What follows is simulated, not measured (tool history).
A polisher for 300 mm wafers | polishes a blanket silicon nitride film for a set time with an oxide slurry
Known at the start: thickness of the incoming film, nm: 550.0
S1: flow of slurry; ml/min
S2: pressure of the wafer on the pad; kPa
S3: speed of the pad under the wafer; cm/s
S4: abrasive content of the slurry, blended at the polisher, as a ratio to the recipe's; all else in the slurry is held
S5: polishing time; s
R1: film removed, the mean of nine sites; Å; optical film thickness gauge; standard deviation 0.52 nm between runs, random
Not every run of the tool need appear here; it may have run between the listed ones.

run,day,S1,S2,S3,S4,S5,R1
1,0.000,250,23.4,84,1.0,35,213.79
2,0.221,250,23.4,72,1.0,35,190.67
3,0.488,250,23.4,82,1.0,35,213.08
4,0.542,250,26.2,84,1.0,35,239.20
5,0.825,250,28.3,86,1.0,35,256.35
6,0.942,250,30.3,88,1.0,35,279.11

Expected results for the next run?
7,0.979,250,31.7,88,1.0,35,?

{"run 7": {"R1": 295.41}}

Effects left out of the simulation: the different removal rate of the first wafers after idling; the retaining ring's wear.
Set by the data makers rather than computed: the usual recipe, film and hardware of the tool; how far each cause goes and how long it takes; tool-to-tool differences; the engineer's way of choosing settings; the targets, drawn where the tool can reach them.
